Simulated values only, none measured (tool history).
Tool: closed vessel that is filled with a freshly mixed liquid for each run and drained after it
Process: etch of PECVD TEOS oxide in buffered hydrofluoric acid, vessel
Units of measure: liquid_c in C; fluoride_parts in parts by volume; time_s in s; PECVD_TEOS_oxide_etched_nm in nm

{"run": 1, "day": 0.0, "liquid_c": 21, "fluoride_parts": 10, "time_s": 90, "PECVD_TEOS_oxide_etched_nm": 126.41}
{"run": 2, "day": 0.212, "liquid_c": 21, "fluoride_parts": 7.5, "time_s": 90, "PECVD_TEOS_oxide_etched_nm": 161.41}
{"run": 3, "day": 0.446, "liquid_c": 22.5, "fluoride_parts": 7, "time_s": 90, "PECVD_TEOS_oxide_etched_nm": 190.37}
{"run": 4, "day": 0.538, "liquid_c": 24, "fluoride_parts": 7, "time_s": 90, "PECVD_TEOS_oxide_etched_nm": 208.49}
{"run": 5, "day": 0.625, "liquid_c": 26, "fluoride_parts": 7, "time_s": 90, "PECVD_TEOS_oxide_etched_nm": 230.75}
{"run": 6, "day": 0.683, "liquid_c": 26, "fluoride_parts": 7, "time_s": 90, "PECVD_TEOS_oxide_etched_nm": 227.78}
{"run": 7, "day": 0.825, "liquid_c": 26.5, "fluoride_parts": 7, "time_s": 90, "PECVD_TEOS_oxide_etched_nm": 233.58}
{"run": 8, "day": 1.121, "liquid_c": 27, "fluoride_parts": 7, "time_s": 90, "PECVD_TEOS_oxide_etched_nm": 246.38}

The next listed run, before its measurement:
{"run": 9, "day": 1.35, "liquid_c": 27.5, "fluoride_parts": 7, "time_s": 90, "PECVD_TEOS_oxide_etched_nm": "?"}

{"run 9": {"PECVD_TEOS_oxide_etched_nm": 250.5}}

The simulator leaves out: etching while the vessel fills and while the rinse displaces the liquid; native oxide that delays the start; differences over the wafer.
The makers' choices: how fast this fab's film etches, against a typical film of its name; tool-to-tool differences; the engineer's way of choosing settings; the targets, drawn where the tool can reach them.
